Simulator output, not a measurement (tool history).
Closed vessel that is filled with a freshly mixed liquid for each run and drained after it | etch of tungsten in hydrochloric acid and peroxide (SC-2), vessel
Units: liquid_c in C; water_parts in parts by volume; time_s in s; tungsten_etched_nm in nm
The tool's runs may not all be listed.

run	hour	liquid_c	water_parts	time_s	tungsten_etched_nm
1	0	52	5	30	8.658
2	8.4	52	6	30	7.7811
3	16.1	50.5	6	30	6.7912
4	24.2	50.5	4.5	30	8.4314
5	31.9	47.5	4.5	30	7.0122
6	40.3	46	4.5	30	6.2028
7	42	45	4.5	30	5.8794
8	46.2	44	4.5	30	5.4781
9	50.8	43.5	4.5	30	5.2421

What will run 10 give?
10	53.6	43	4.5	30	?

For run 10 the tool returned tungsten_etched_nm 5.1257 nm.

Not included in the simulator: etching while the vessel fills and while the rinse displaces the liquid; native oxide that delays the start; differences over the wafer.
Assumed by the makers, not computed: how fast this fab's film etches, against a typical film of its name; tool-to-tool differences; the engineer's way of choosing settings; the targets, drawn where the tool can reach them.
